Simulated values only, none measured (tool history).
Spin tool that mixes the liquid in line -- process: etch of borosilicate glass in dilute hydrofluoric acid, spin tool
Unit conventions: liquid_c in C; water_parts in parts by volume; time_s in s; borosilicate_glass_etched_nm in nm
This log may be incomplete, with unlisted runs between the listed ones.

{"run": 1, "hour": 0.0, "liquid_c": 24, "water_parts": 180, "time_s": 70, "borosilicate_glass_etched_nm": 8.607}
{"run": 2, "hour": 8.4, "liquid_c": 24, "water_parts": 205, "time_s": 70, "borosilicate_glass_etched_nm": 7.3314}
{"run": 3, "hour": 12.0, "liquid_c": 25.5, "water_parts": 205, "time_s": 70, "borosilicate_glass_etched_nm": 7.7557}
{"run": 4, "hour": 12.7, "liquid_c": 25.5, "water_parts": 175, "time_s": 70, "borosilicate_glass_etched_nm": 9.4116}
{"run": 5, "hour": 19.5, "liquid_c": 25.5, "water_parts": 175, "time_s": 70, "borosilicate_glass_etched_nm": 9.4114}
{"run": 6, "hour": 21.0, "liquid_c": 27.5, "water_parts": 160, "time_s": 70, "borosilicate_glass_etched_nm": 11.215}
{"run": 7, "hour": 24.4, "liquid_c": 29, "water_parts": 150, "time_s": 70, "borosilicate_glass_etched_nm": 12.849}

Run 8, settings as shown, results not yet in. Your forecast:
{"run": 8, "hour": 25.7, "liquid_c": 30, "water_parts": 145, "time_s": 70, "borosilicate_glass_etched_nm": "?"}

{"run 8": {"borosilicate_glass_etched_nm": 13.948}}
